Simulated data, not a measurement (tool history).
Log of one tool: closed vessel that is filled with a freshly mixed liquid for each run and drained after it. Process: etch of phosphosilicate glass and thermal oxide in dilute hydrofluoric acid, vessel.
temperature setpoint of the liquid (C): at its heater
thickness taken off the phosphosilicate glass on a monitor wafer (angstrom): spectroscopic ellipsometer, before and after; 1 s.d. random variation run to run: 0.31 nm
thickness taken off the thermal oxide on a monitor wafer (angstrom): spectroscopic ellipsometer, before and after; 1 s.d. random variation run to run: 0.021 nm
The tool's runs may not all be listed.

| run | hour | temperature setpoint of the liquid (C) | parts of water to one part of 49 % hydrofluoric acid (parts by volume) | time in the liquid (s) | thickness taken off the phosphosilicate glass on a monitor wafer (angstrom) | thickness taken off the thermal oxide on a monitor wafer (angstrom) |
|---|---|---|---|---|---|---|
| 1 | 0 | 22 | 145 | 60 | 441.64 | 15.273 |
| 2 | 4.6 | 24 | 145 | 60 | 477.98 | 16.892 |
| 3 | 9.6 | 24 | 110 | 60 | 662.31 | 22.416 |
| 4 | 16.1 | 22.5 | 110 | 60 | 623.24 | 21.764 |
| 5 | 18 | 25 | 110 | 60 | 688.44 | 23.81 |
| 6 | 26.7 | 25 | 90 | 60 | 852.69 | 30.699 |
| 7 | 34.9 | 22.5 | 105 | 60 | 644.95 | 22.586 |
| 8 | 40.3 | 20.5 | 115 | 60 | 541.14 | 18.708 |
| 9 | 43.9 | 19.5 | 120 | 60 | 500.46 | 17.31 |

For run 10, what comes out?
| 10 | 48.6 | 18.5 | 125 | 60 | ? | ? |

thickness taken off the phosphosilicate glass on a monitor wafer (angstrom): 454.86
thickness taken off the thermal oxide on a monitor wafer (angstrom): 15.796
